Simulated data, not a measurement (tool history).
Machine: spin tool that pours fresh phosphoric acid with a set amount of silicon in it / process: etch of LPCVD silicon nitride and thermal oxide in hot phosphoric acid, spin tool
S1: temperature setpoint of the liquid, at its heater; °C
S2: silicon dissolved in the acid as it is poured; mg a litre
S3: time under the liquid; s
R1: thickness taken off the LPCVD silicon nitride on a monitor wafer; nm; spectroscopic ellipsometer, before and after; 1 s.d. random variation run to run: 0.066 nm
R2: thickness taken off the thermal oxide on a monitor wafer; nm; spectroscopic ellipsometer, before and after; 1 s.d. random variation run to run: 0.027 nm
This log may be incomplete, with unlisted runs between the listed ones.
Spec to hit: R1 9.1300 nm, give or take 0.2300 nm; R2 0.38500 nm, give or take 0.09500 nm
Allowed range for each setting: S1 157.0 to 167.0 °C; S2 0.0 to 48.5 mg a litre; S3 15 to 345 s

run,day,S1,S2,S3,R1,R2
1,0.000,162.0,21.5,175,13.5650,0.31368
2,0.067,161.5,17.0,165,12.6840,0.31844
3,0.221,161.5,13.5,155,11.8110,0.33067
4,0.517,161.5,13.5,90,6.8496,0.18616
5,0.575,162.5,13.5,90,7.0589,0.19499
6,0.621,163.0,10.5,95,7.5702,0.23290
7,0.679,163.5,8.5,100,8.2588,0.27582
8,0.950,164.0,7.0,100,8.3037,0.31720
9,1.004,164.5,7.0,100,8.5069,0.31336
# day 1.342: dissolved silicon flow meter replaced
10,1.342,166.5,2.0,105,9.3757,0.41670
11,1.396,166.5,2.5,105,9.3036,0.44357

Which one of the following 5 next-run settings gets every result inside its allowed miss? There is exactly one.
A,1.450,167.0,2.5,105,?,?
B,1.450,166.5,26.0,105,?,?
C,1.450,163.5,3.5,120,?,?
D,1.450,167.0,5.5,100,?,?
E,1.450,167.0,0.5,105,?,?

move,R1,R2
A,9.5607,0.45876
B,9.4063,0.24447
C,9.7420,0.39928
D,9.1055,0.41195
E,9.5607,0.47624
A: moves away from the targets compared with the last run
B: moves away from the targets compared with the last run
C: moves away from the targets compared with the last run
D: in spec on every target
E: moves away from the targets compared with the last run
The right move is D.
